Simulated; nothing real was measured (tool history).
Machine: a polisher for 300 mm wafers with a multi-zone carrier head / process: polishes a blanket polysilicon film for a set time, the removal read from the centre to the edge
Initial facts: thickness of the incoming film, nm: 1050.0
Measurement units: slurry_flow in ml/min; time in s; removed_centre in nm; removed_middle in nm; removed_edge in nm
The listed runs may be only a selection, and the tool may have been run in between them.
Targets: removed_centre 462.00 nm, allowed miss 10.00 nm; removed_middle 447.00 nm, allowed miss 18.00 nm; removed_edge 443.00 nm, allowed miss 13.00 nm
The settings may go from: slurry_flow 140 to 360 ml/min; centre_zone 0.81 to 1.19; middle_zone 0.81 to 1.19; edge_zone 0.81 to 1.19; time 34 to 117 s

Run 1, hour 0.0: slurry_flow 230 ml/min, centre_zone 1.00, middle_zone 1.00, edge_zone 1.00, time 75 s. Result: removed_centre 304.72 nm, removed_middle 293.78 nm, removed_edge 299.00 nm.
Run 2, hour 0.7: slurry_flow 230 ml/min, centre_zone 1.00, middle_zone 1.05, edge_zone 1.00, time 75 s. Result: removed_centre 304.79 nm, removed_middle 311.61 nm, removed_edge 293.40 nm.
Run 3, hour 7.5: slurry_flow 230 ml/min, centre_zone 1.00, middle_zone 1.05, edge_zone 1.00, time 88 s. Result: removed_centre 356.91 nm, removed_middle 355.16 nm, removed_edge 354.42 nm.
Run 4, hour 11.9: slurry_flow 230 ml/min, centre_zone 1.00, middle_zone 1.05, edge_zone 0.97, time 88 s. Result: removed_centre 358.56 nm, removed_middle 362.11 nm, removed_edge 346.60 nm.
Run 5, hour 19.8: slurry_flow 230 ml/min, centre_zone 1.00, middle_zone 1.05, edge_zone 0.97, time 71 s. Result: removed_centre 290.18 nm, removed_middle 298.61 nm, removed_edge 275.18 nm.
At hour 27.7: worn pad replaced by a new one.
Run 6, hour 27.7: slurry_flow 230 ml/min, centre_zone 1.05, middle_zone 1.05, edge_zone 0.97, time 71 s. Result: removed_centre 331.62 nm, removed_middle 327.30 nm, removed_edge 309.95 nm.
Run 7, hour 32.1: slurry_flow 240 ml/min, centre_zone 1.08, middle_zone 1.07, edge_zone 1.01, time 72 s. Result: removed_centre 351.81 nm, removed_middle 336.07 nm, removed_edge 314.34 nm.
Run 8, hour 39.2: slurry_flow 220 ml/min, centre_zone 1.08, middle_zone 1.08, edge_zone 1.03, time 77 s. Result: removed_centre 370.48 nm, removed_middle 357.02 nm, removed_edge 343.90 nm.
Run 9, hour 44.2: slurry_flow 205 ml/min, centre_zone 1.10, middle_zone 1.10, edge_zone 1.06, time 78 s. Result: removed_centre 375.83 nm, removed_middle 361.13 nm, removed_edge 346.61 nm.
Run 10, hour 44.9: slurry_flow 195 ml/min, centre_zone 1.11, middle_zone 1.12, edge_zone 1.09, time 81 s. Result: removed_centre 394.39 nm, removed_middle 382.51 nm, removed_edge 359.33 nm.
Run 11, hour 52.5: slurry_flow 200 ml/min, centre_zone 1.11, middle_zone 1.12, edge_zone 1.11, time 84 s. Result: removed_centre 412.19 nm, removed_middle 396.52 nm, removed_edge 376.57 nm.
Run 12, hour 60.1: slurry_flow 190 ml/min, centre_zone 1.11, middle_zone 1.12, edge_zone 1.13, time 87 s. Result: removed_centre 418.04 nm, removed_middle 405.16 nm, removed_edge 392.97 nm.

Which single option among these 5 for the next run brings every result within its allowed miss of target? Just one does.
Run A, hour 67.7: slurry_flow 180 ml/min, centre_zone 1.06, middle_zone 1.07, edge_zone 1.05, time 102 s. Result: removed_centre ?, removed_middle ?, removed_edge ?.
Run B, hour 67.7: slurry_flow 200 ml/min, centre_zone 1.11, middle_zone 1.03, edge_zone 1.17, time 95 s. Result: removed_centre ?, removed_middle ?, removed_edge ?.
Run C, hour 67.7: slurry_flow 210 ml/min, centre_zone 1.03, middle_zone 0.90, edge_zone 1.19, time 89 s. Result: removed_centre ?, removed_middle ?, removed_edge ?.
Run D, hour 67.7: slurry_flow 165 ml/min, centre_zone 1.09, middle_zone 0.84, edge_zone 1.19, time 100 s. Result: removed_centre ?, removed_middle ?, removed_edge ?.
Run E, hour 67.7: slurry_flow 225 ml/min, centre_zone 1.15, middle_zone 1.02, edge_zone 1.17, time 94 s. Result: removed_centre ?, removed_middle ?, removed_edge ?.

move  removed_centre  removed_middle  removed_edge
   A          464.84          455.06        446.62
   B          462.82          417.73        445.68
   C          405.25          352.31        424.42
   D          459.06          358.07        462.38
   E          484.15          417.27        446.99
A: meets every target
B: the worst result of the last run now meets its target, but another is out of spec
C: its largest miss is bigger than the last run's
D: the worst result of the last run now meets its target, but another is out of spec
E: moves the result that the last run missed by most past its target, out the other side
The move that meets every target is A.
